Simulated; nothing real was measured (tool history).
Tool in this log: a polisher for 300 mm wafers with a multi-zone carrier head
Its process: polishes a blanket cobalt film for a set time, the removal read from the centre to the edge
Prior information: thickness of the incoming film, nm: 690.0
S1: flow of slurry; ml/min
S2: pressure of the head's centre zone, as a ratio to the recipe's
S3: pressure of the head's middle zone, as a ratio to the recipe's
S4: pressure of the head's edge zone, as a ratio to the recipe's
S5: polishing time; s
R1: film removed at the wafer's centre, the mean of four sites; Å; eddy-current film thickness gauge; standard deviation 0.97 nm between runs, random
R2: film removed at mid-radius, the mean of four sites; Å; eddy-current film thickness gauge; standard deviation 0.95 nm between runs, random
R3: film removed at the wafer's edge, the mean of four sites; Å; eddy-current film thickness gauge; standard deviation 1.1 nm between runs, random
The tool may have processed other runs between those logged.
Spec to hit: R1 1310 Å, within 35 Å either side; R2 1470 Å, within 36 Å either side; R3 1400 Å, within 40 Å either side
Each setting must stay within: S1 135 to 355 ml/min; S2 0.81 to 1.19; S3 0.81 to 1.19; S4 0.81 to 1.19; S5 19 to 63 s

run,hour,S1,S2,S3,S4,S5,R1,R2,R3
1,0,225,1,1,1,41,1715.5,1710.7,1748.4
2,8.3,280,1,1,1,41,1759.4,1773.6,1786.9
3,15.3,265,0.96,0.99,0.95,39,1620.5,1672.4,1639.9
4,19.8,265,0.96,0.99,0.91,39,1615.4,1636.5,1602.6
5,25.3,285,0.96,0.99,0.91,39,1623.5,1691.7,1608.7
6,32.8,260,0.92,0.98,0.88,38,1504,1603.4,1537.6
7,35.4,240,0.9,0.98,0.86,38,1485.2,1596.2,1525
8,39.7,235,0.88,0.97,0.85,37,1409.6,1536.2,1443.1

Which single option among these 4 for the next run brings every result within its allowed miss of target? Just one does.
A,44,350,0.87,0.99,1.04,34,?,?,?
B,44,195,0.84,0.95,1.01,35,?,?,?
C,44,240,0.85,0.97,0.87,35,?,?,?
D,44,235,0.99,0.9,0.81,38,?,?,?

move,R1,R2,R3
A,1339.5,1486.2,1522.5
B,1251.9,1394.9,1475.7
C,1300.3,1453.4,1409.3
D,1586.8,1490.6,1484.1
A: the worst result of the last run now meets its target, but another is out of spec
B: carries the result that was furthest off beyond its target, to the other side
C: every result within its allowed miss
D: lands further from the targets than the last run did
Answer: C

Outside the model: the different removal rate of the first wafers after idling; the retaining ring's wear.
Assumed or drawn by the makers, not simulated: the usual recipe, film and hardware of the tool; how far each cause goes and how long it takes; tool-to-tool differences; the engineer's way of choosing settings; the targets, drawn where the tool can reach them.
